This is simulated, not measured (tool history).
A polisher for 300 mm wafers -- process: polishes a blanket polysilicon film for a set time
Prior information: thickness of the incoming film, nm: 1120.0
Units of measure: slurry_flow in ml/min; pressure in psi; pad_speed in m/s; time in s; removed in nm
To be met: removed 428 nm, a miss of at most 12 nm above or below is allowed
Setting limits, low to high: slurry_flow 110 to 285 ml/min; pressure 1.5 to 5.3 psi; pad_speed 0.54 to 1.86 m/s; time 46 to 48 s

| run | day | slurry_flow | pressure | pad_speed | time | removed |
|---|---|---|---|---|---|---|
| 1 | 0 | 180 | 3.4 | 1.18 | 46 | 508.56 |
| 2 | 0.371 | 175 | 3.2 | 1.18 | 46 | 471.22 |
| 3 | 0.608 | 175 | 3.2 | 1.42 | 46 | 560.74 |
| 4 | 0.929 | 165 | 3 | 1.42 | 46 | 522.16 |
| 5 | 1.1 | 165 | 3.6 | 1.42 | 46 | 617.43 |
| 6 | 1.425 | 155 | 3.3 | 1.42 | 46 | 570.14 |
| 7 | 1.629 | 155 | 3 | 1.42 | 46 | 517 |
| 8 | 1.8 | 140 | 2.3 | 1.42 | 46 | 396.42 |
| 9 | 2.108 | 150 | 2.3 | 1.42 | 46 | 406.07 |
| 10 | 2.25 | 155 | 2.3 | 1.42 | 46 | 401.45 |
| 11 | 2.296 | 160 | 2.3 | 1.42 | 46 | 404.28 |
| 12 | 2.558 | 165 | 2.3 | 1.42 | 46 | 408.75 |
| 13 | 2.921 | 170 | 2.3 | 1.42 | 46 | 402.55 |
| 14 | 2.983 | 170 | 2.3 | 1.42 | 46 | 401.43 |

Next run, 5 choices. One meets every target within its allowed miss, the rest don't. Which?
| A | 3.046 | 195 | 2.6 | 1.18 | 46 | ? |
| B | 3.046 | 195 | 2.1 | 1.48 | 46 | ? |
| C | 3.046 | 255 | 2.7 | 1.16 | 48 | ? |
| D | 3.046 | 125 | 2.8 | 1.14 | 48 | ? |
| E | 3.046 | 175 | 2.3 | 1.36 | 47 | ? |

| move | removed |
|---|---|
| A | 388.25 |
| B | 388.92 |
| C | 424.6 |
| D | 401.17 |
| E | 396.56 |
A: moves away from the targets compared with the last run
B: moves away from the targets compared with the last run
C: all results in spec
D: about as far from the targets as the last run
E: moves away from the targets compared with the last run
Move C is the one to make.

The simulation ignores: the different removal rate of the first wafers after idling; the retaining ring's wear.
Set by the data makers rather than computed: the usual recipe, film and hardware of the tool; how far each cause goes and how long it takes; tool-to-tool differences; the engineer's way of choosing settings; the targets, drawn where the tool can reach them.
